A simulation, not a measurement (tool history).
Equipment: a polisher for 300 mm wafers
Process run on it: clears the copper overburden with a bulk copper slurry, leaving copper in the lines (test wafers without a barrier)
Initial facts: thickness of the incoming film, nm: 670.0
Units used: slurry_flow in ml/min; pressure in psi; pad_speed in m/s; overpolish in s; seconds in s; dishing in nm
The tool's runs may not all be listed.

Run 1, hour 0: slurry_flow 315 ml/min, pressure 2.2 psi, pad_speed 0.98 m/s, slurry_solids 1, overpolish 24 s. Result: seconds 89.697 s, dishing 94.886 nm.
Run 2, hour 3.7: slurry_flow 315 ml/min, pressure 2.2 psi, pad_speed 0.98 m/s, slurry_solids 0.9, overpolish 24 s. Result: seconds 86.49 s, dishing 92.826 nm.
Run 3, hour 9.9: slurry_flow 315 ml/min, pressure 2.1 psi, pad_speed 0.98 m/s, slurry_solids 0.9, overpolish 23 s. Result: seconds 92.712 s, dishing 89.068 nm.
Run 4, hour 15.7: slurry_flow 315 ml/min, pressure 2 psi, pad_speed 0.98 m/s, slurry_solids 0.9, overpolish 21 s. Result: seconds 99.827 s, dishing 80.057 nm.
Run 5, hour 17.8: slurry_flow 315 ml/min, pressure 2 psi, pad_speed 0.98 m/s, slurry_solids 0.9, overpolish 20 s. Result: seconds 99.434 s, dishing 77.512 nm.
Run 6, hour 20.3: slurry_flow 315 ml/min, pressure 2 psi, pad_speed 0.98 m/s, slurry_solids 1, overpolish 20 s. Result: seconds 95.5 s, dishing 79.972 nm.
Run 7, hour 22.1: slurry_flow 315 ml/min, pressure 2 psi, pad_speed 0.98 m/s, slurry_solids 1, overpolish 20 s. Result: seconds 97.044 s, dishing 78.732 nm.

Run 8 has not been measured yet. What should we expect?
Run 8, hour 28.3: slurry_flow 315 ml/min, pressure 1.9 psi, pad_speed 0.98 m/s, slurry_solids 1, overpolish 19 s. Result: seconds ?, dishing ?.

{"run 8": {"seconds": 99.903, "dishing": 71.175}}
